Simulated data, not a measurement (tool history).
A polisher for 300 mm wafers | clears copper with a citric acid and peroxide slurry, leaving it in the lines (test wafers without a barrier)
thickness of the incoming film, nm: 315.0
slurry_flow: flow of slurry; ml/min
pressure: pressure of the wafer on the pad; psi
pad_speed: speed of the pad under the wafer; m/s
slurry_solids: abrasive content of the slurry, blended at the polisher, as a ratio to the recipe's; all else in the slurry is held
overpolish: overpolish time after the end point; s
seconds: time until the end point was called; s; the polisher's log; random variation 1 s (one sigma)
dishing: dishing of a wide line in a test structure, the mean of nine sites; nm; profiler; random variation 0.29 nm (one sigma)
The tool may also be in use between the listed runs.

run 1 hour=0 | slurry_flow=275 pressure=3.7 pad_speed=1.34 slurry_solids=1 overpolish=11 | seconds=81.477 dishing=25.577
run 2 hour=8.3 | slurry_flow=275 pressure=3.7 pad_speed=1.54 slurry_solids=1 overpolish=11 | seconds=72.359 dishing=27.237
run 3 hour=10.8 | slurry_flow=275 pressure=3.7 pad_speed=1.54 slurry_solids=1 overpolish=9 | seconds=71.665 dishing=23.87
run 4 hour=16.1 | slurry_flow=275 pressure=3.7 pad_speed=1.54 slurry_solids=1 overpolish=6 | seconds=70.958 dishing=17.471
run 5 hour=24.6 | slurry_flow=275 pressure=3.9 pad_speed=1.54 slurry_solids=1 overpolish=6 | seconds=69.26 dishing=18.268
run 6 hour=27.5 | slurry_flow=275 pressure=4.1 pad_speed=1.56 slurry_solids=1 overpolish=6 | seconds=62.684 dishing=18.777
run 7 hour=30.2 | slurry_flow=275 pressure=4.2 pad_speed=1.56 slurry_solids=1 overpolish=6 | seconds=62.598 dishing=19.506
run 8 hour=38.9 | slurry_flow=275 pressure=4.2 pad_speed=1.56 slurry_solids=1 overpolish=6 | seconds=62.669 dishing=18.873
run 9 hour=42 | slurry_flow=275 pressure=4.3 pad_speed=1.56 slurry_solids=1 overpolish=6 | seconds=63.428 dishing=19.595

The next listed run, before its measurement:
run 10 hour=43.7 | slurry_flow=275 pressure=4.4 pad_speed=1.58 slurry_solids=1 overpolish=6 | seconds=? dishing=?

seconds: 59.665 s
dishing: 20.041 nm
